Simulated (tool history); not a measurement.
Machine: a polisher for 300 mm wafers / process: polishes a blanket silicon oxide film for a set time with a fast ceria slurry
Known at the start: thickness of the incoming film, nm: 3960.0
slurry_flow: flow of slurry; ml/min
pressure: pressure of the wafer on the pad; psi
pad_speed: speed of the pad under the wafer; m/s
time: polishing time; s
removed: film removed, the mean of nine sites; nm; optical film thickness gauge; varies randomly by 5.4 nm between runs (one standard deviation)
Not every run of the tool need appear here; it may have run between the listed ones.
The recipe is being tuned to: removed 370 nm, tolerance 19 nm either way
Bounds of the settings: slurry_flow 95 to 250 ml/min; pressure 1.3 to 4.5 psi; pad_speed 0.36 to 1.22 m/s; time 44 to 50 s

run	day	slurry_flow	pressure	pad_speed	time	removed
1	0	160	2.9	0.78	50	679.08
2	0.254	140	2.9	0.78	50	659.62
3	0.517	140	2.2	0.78	50	536.73
4	0.6	140	2.5	0.78	50	591.3
5	0.867	140	2.8	0.78	50	648.06
6	0.933	140	2.6	0.76	50	592.07
7	1.242	140	2.4	0.74	50	538.33
8	1.554	140	2.2	0.74	50	514.36
9	1.812	140	2.1	0.74	50	487.1
10	2.138	140	2	0.74	50	482.98
11	2.367	140	1.3	0.68	50	343.13
12	2.542	140	1.4	0.68	50	342.06
13	2.775	145	1.7	0.68	50	398.01

Consider the 5 candidate settings below. Which is the only one whose results all fall within their allowed miss of target?
A	3.008	150	1.5	0.72	47	?
B	3.008	110	2	0.74	46	?
C	3.008	130	1.4	0.88	50	?
D	3.008	155	2	0.7	45	?
E	3.008	135	1.3	0.9	50	?

move	removed
A	365.39
B	420.93
C	441.41
D	414.88
E	434.04
A: each result inside its tolerance
B: further off than the last run
C: further off than the last run
D: further off than the last run
E: further off than the last run
So the answer is move A, the one that meets all the targets.

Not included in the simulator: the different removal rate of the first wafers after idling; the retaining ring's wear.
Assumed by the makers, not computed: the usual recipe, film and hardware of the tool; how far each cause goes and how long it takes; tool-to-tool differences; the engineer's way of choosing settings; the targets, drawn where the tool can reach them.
